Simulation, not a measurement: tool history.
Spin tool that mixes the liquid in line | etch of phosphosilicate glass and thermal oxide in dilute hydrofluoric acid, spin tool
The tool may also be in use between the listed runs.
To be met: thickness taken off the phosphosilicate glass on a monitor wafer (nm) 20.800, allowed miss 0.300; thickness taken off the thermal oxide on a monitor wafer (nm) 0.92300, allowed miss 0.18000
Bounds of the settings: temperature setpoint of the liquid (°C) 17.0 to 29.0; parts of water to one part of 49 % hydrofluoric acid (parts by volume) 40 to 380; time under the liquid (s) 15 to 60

run	day	temperature setpoint of the liquid (°C)	parts of water to one part of 49 % hydrofluoric acid (parts by volume)	time under the liquid (s)	thickness taken off the phosphosilicate glass on a monitor wafer (nm)	thickness taken off the thermal oxide on a monitor wafer (nm)
1	0.000	21.0	210	30	12.529	0.55705
2	0.183	23.5	195	30	14.964	0.73133
3	0.271	23.5	195	45	22.758	1.00790
4	0.417	23.5	150	45	30.963	1.36590
5	0.600	23.5	85	45	58.838	2.42450
6	0.783	21.5	120	45	36.966	1.52710
7	0.888	20.0	135	45	30.222	1.20210
8	1.067	19.0	145	45	26.876	1.15910
9	1.183	18.5	150	45	25.273	1.24570
10	1.458	18.0	185	45	19.494	0.77371
11	1.754	18.5	185	45	19.831	0.97723
12	1.988	19.0	185	45	20.310	0.91941

4 next moves are on the table. One of them brings every result within its allowed miss. Which?
A	2.221	17.0	85	20	?	?
B	2.221	20.0	210	50	?	?
C	2.221	17.0	185	50	?	?
D	2.221	19.5	190	45	?	?

move	thickness taken off the phosphosilicate glass on a monitor wafer (nm)	thickness taken off the thermal oxide on a monitor wafer (nm)
A	20.051	0.80897
B	20.085	0.81037
C	20.797	0.83908
D	19.999	0.80688
A: further off than the last run
B: further off than the last run
C: meets every target
D: further off than the last run
Answer: C

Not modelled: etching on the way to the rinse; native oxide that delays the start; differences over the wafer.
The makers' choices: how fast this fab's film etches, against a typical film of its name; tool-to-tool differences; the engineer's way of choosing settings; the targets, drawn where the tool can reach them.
